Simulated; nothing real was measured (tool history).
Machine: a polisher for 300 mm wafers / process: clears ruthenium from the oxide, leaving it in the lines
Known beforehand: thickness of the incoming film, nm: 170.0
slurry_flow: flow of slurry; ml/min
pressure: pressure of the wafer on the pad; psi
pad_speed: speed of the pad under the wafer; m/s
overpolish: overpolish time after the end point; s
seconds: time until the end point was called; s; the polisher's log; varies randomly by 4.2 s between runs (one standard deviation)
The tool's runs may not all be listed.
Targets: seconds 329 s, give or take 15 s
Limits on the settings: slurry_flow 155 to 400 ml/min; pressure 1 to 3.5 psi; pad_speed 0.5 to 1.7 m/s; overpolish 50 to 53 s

run,day,slurry_flow,pressure,pad_speed,overpolish,seconds
1,0,255,2.2,1.1,50,155.99
2,0.058,255,2,1.06,50,170.2
3,0.288,255,2,1.28,50,145.98
4,0.392,250,1.8,1.18,50,168.49
5,0.617,250,1.6,1.08,50,200.8
6,0.883,250,2,1.08,50,166.64
7,0.929,250,1.8,1,50,193.08
8,0.979,250,1.6,0.94,50,226.78
9,1.117,250,1.5,0.92,50,235.46
10,1.221,250,1.4,0.88,50,265.46
11,1.367,250,1.3,0.88,50,278.58
12,1.667,250,1.2,0.88,50,286
# day 1.954: slurry nozzle cleaned
13,1.954,250,1.2,0.86,50,281.69

Consider the 5 candidate settings below. Which is the only one whose results all fall within their allowed miss of target?
A,2.242,315,1.1,0.88,50,?
B,2.242,245,1,0.98,53,?
C,2.242,270,1,0.74,50,?
D,2.242,355,1.1,0.98,53,?
E,2.242,285,1.4,0.6,53,?

move,seconds
A,281.29
B,281.57
C,348.85
D,255.14
E,322.66
A: roughly where the last run was
B: roughly where the last run was
C: the result that was furthest off in the last run now lies on the other side of its target
D: misses by more than the last run did
E: every result lands within tolerance
Move E is the one to make.

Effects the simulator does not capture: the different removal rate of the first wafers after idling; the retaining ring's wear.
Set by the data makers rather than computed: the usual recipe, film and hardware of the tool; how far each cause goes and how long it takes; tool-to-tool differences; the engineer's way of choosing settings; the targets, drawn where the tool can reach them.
